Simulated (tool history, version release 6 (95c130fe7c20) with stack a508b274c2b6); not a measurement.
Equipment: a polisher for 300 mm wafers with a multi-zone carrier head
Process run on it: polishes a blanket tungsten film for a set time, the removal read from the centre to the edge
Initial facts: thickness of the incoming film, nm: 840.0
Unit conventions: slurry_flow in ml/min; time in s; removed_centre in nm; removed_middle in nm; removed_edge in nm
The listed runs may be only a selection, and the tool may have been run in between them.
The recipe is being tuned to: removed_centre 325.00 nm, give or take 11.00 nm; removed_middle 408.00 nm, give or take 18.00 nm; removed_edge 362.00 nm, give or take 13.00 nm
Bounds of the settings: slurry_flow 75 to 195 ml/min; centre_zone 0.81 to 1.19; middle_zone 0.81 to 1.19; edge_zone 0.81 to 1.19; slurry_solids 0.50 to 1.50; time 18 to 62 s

run	hour	slurry_flow	centre_zone	middle_zone	edge_zone	slurry_solids	time	removed_centre	removed_middle	removed_edge
1	0.0	125	1.00	1.00	1.00	1.00	40	303.16	311.75	305.80
2	4.7	125	1.00	1.00	0.92	1.00	40	308.84	306.76	296.38
3	13.6	135	0.98	1.03	0.96	1.05	40	309.67	317.53	310.14
4	18.7	135	0.98	1.03	0.96	0.95	40	300.09	314.61	292.12
5	21.2	140	0.96	1.07	0.98	1.00	41	310.08	344.19	305.29
6	28.0	145	0.95	1.08	1.01	1.05	41	312.15	350.26	318.99
7	30.1	150	0.94	1.10	1.04	1.10	41	316.61	358.63	332.53
8	32.2	155	0.93	1.12	1.06	1.10	41	319.17	365.37	331.88

Which of these 5 next moves meets every target?
A	34.3	175	1.15	1.13	1.09	1.00	35	?	?	?
B	34.3	160	0.85	1.03	1.09	1.05	47	?	?	?
C	34.3	130	0.87	1.11	0.98	0.95	49	?	?	?
D	34.3	175	0.93	1.13	1.06	1.30	43	?	?	?
E	34.3	155	0.86	0.92	1.19	1.50	42	?	?	?

move	removed_centre	removed_middle	removed_edge
A	328.60	311.63	285.52
B	324.20	389.08	384.92
C	323.20	403.64	364.02
D	349.64	411.16	371.91
E	320.30	348.60	391.92
A: further off than the last run
B: closer than the last run, but not yet in spec
C: every result lands within tolerance
D: the worst result of the last run now meets its target, but another is out of spec
E: further off than the last run
Move C is the one to make.

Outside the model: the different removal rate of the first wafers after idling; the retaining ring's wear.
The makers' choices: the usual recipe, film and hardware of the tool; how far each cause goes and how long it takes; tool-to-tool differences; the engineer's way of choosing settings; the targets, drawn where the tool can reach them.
